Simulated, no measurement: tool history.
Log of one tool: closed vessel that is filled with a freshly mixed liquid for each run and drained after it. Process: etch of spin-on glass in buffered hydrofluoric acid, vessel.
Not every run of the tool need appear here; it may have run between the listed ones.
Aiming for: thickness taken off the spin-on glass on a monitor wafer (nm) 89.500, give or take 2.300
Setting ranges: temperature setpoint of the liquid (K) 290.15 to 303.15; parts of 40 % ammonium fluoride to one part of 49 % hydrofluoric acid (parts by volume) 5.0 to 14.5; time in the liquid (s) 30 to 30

| run | hour | temperature setpoint of the liquid (K) | parts of 40 % ammonium fluoride to one part of 49 % hydrofluoric acid (parts by volume) | time in the liquid (s) | thickness taken off the spin-on glass on a monitor wafer (nm) |
|---|---|---|---|---|---|
| 1 | 0.0 | 295.15 | 9.0 | 30 | 113.150 |
| 2 | 6.8 | 294.15 | 9.0 | 30 | 107.140 |
| 3 | 11.3 | 293.65 | 9.0 | 30 | 104.460 |
| 4 | 18.5 | 293.65 | 6.5 | 30 | 146.480 |
| 5 | 22.9 | 293.65 | 6.5 | 30 | 146.870 |
| 6 | 30.8 | 296.15 | 6.5 | 30 | 167.300 |
| 7 | 37.4 | 294.65 | 7.0 | 30 | 144.230 |
| 8 | 38.8 | 290.65 | 9.5 | 30 | 84.493 |

4 candidate next runs follow, results not yet known. Just one meets every target within its allowed miss. Identify it.
| A | 40.2 | 292.15 | 10.5 | 30 | ? |
| B | 40.2 | 290.15 | 9.0 | 30 | ? |
| C | 40.2 | 291.65 | 10.5 | 30 | ? |
| D | 40.2 | 292.15 | 10.0 | 30 | ? |

| move | thickness taken off the spin-on glass on a monitor wafer (nm) |
|---|---|
| A | 85.050 |
| B | 85.087 |
| C | 82.683 |
| D | 89.189 |
A: closes in on the targets versus the last run, not all within tolerance yet
B: closes in on the targets versus the last run, not all within tolerance yet
C: moves away from the targets compared with the last run
D: hits every target within its allowed miss
The right move is D.
